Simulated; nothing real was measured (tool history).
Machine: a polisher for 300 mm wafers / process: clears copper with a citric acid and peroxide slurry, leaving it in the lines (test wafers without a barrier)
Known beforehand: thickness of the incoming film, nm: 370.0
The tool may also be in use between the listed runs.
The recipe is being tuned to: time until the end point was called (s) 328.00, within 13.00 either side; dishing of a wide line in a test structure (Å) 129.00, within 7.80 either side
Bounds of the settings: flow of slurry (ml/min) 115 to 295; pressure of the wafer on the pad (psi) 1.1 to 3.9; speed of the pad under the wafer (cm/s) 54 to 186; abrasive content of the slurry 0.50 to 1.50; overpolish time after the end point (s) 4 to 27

run    day  flow of slurry (ml/min)  pressure of the wafer on the pad (psi)  speed of the pad under the wafer (cm/s)  abrasive content of the slurry  overpolish time after the end point (s)  time until the end point was called (s)  dishing of a wide line in a test structure (Å)
  1  0.000                      190                                     2.5                                      118                            1.00                                       14                                   175.61                                          233.59
  2  0.300                      190                                     2.3                                      116                            1.00                                       14                                   188.86                                          216.69
  3  0.342                      170                                     2.3                                      116                            1.00                                       14                                   190.96                                          204.72
  4  0.404                      165                                     2.1                                      114                            1.00                                       14                                   210.58                                          197.31
  5  0.621                      165                                     2.1                                      114                            1.00                                       19                                   213.09                                          255.22
  6  0.904                      165                                     2.1                                      114                            1.10                                       19                                   205.41                                          254.33
  7  1.012                      165                                     2.0                                      112                            1.10                                       18                                   223.11                                          232.42
     1.221  -- slurry blender recalibrated
  8  1.221                      165                                     1.9                                      110                            1.10                                       17                                   219.93                                          217.59
  9  1.429                      165                                     1.8                                      106                            1.10                                       17                                   244.46                                          211.61
 10  1.538                      165                                     1.7                                      104                            1.10                                       16                                   256.01                                          187.03
 11  1.875                      165                                     1.6                                      104                            1.10                                       16                                   263.78                                          178.60
 12  2.021                      165                                     1.1                                      100                            1.10                                       14                                   346.13                                          119.63

Exactly one of the 5 candidate moves below puts every result within its allowed miss. Which one?
  A  2.167                      165                                     1.1                                      102                            1.15                                       12                                        ?                                               ?
  B  2.167                      185                                     1.4                                       92                            1.00                                       12                                        ?                                               ?
  C  2.167                      170                                     1.2                                      106                            1.45                                       16                                        ?                                               ?
  D  2.167                      180                                     1.3                                      100                            0.95                                       14                                        ?                                               ?
  E  2.167                      215                                     1.7                                       88                            1.00                                       14                                        ?                                               ?

move  time until the end point was called (s)  dishing of a wide line in a test structure (Å)
   A                                   339.63                                          105.14
   B                                   319.90                                          111.62
   C                                   295.66                                          155.26
   D                                   316.98                                          129.51
   E                                   284.77                                          143.63
A: meets the target for the result that was furthest off, but another lies outside its allowed miss
B: meets the target for the result that was furthest off, but another lies outside its allowed miss
C: takes the biggest miss from the last run beyond its target
D: in spec on every target
E: takes the biggest miss from the last run beyond its target
D meets every target.
